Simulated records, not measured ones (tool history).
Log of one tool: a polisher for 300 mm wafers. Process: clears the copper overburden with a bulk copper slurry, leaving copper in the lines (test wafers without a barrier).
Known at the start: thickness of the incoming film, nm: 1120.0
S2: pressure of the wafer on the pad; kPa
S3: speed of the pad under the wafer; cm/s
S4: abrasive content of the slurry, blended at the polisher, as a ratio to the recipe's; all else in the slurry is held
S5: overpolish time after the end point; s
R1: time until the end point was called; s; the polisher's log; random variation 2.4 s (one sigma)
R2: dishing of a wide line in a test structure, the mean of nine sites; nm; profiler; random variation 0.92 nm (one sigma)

{"run": 1, "day": 0.0, "flow of slurry (ml/min)": 135, "S2": 17.9, "S3": 100, "S4": 1, "S5": 13, "R1": 172.43, "R2": 54.757}
{"run": 2, "day": 0.117, "flow of slurry (ml/min)": 130, "S2": 20, "S3": 100, "S4": 1, "S5": 14, "R1": 149.66, "R2": 63.441}
{"run": 3, "day": 0.179, "flow of slurry (ml/min)": 130, "S2": 20.7, "S3": 100, "S4": 1, "S5": 15, "R1": 146.34, "R2": 67.353}
{"run": 4, "day": 0.442, "flow of slurry (ml/min)": 130, "S2": 20.7, "S3": 100, "S4": 0.85, "S5": 15, "R1": 152.17, "R2": 65.963}
{"run": 5, "day": 0.583, "flow of slurry (ml/min)": 130, "S2": 20.7, "S3": 100, "S4": 0.85, "S5": 10, "R1": 151.66, "R2": 46.958}
{"day": 0.679, "done": "worn pad replaced by a new one"}
{"run": 6, "day": 0.679, "flow of slurry (ml/min)": 130, "S2": 20.7, "S3": 100, "S4": 0.75, "S5": 10, "R1": 145.89, "R2": 50.612}

Run 7 comes next. What will it give?
{"run": 7, "day": 0.933, "flow of slurry (ml/min)": 110, "S2": 23.4, "S3": 98, "S4": 0.5, "S5": 16, "R1": "?", "R2": "?"}

Run 7 gave R1 151.91 s, R2 73.534 nm.
